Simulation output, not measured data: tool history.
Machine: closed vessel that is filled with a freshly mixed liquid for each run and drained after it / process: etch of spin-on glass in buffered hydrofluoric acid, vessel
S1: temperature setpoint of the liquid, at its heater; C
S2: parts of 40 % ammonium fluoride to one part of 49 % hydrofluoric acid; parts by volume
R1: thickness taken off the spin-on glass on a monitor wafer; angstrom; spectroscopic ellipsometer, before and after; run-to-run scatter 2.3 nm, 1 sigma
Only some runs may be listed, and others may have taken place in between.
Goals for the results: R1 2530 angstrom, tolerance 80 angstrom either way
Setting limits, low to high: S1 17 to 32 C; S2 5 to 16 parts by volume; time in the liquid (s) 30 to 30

Run 1, hour 0: S1 24 C, S2 9.5 parts by volume, time in the liquid (s) 30. Result: R1 1296.9 angstrom.
Run 2, hour 2.6: S1 24 C, S2 9.5 parts by volume, time in the liquid (s) 30. Result: R1 1298.3 angstrom.
Run 3, hour 6: S1 26.5 C, S2 8.5 parts by volume, time in the liquid (s) 30. Result: R1 1655.2 angstrom.
Run 4, hour 6.6: S1 28.5 C, S2 8 parts by volume, time in the liquid (s) 30. Result: R1 1933 angstrom.
Run 5, hour 9.7: S1 28.5 C, S2 8 parts by volume, time in the liquid (s) 30. Result: R1 1928.2 angstrom.
Run 6, hour 10.6: S1 29.5 C, S2 7.5 parts by volume, time in the liquid (s) 30. Result: R1 2185.4 angstrom.
Run 7, hour 16.7: S1 30.5 C, S2 7.5 parts by volume, time in the liquid (s) 30. Result: R1 2350.5 angstrom.
Run 8, hour 24.4: S1 31 C, S2 7.5 parts by volume, time in the liquid (s) 30. Result: R1 2378.2 angstrom.
Run 9, hour 27.7: S1 31.5 C, S2 7.5 parts by volume, time in the liquid (s) 30. Result: R1 2463.6 angstrom.

Exactly one of the 4 candidate moves below puts every result within its allowed miss. Which one?
Run A, hour 31: S1 30.5 C, S2 7 parts by volume, time in the liquid (s) 30. Result: R1 ?.
Run B, hour 31: S1 27 C, S2 6 parts by volume, time in the liquid (s) 30. Result: R1 ?.
Run C, hour 31: S1 31 C, S2 7.5 parts by volume, time in the liquid (s) 30. Result: R1 ?.
Run D, hour 31: S1 32 C, S2 8 parts by volume, time in the liquid (s) 30. Result: R1 ?.

move      R1
   A  2492.6
   B    2368
   C  2375.1
   D  2333.1
A: all results in spec
B: the biggest miss grows against the last run
C: the biggest miss grows against the last run
D: the biggest miss grows against the last run
The right move is A.
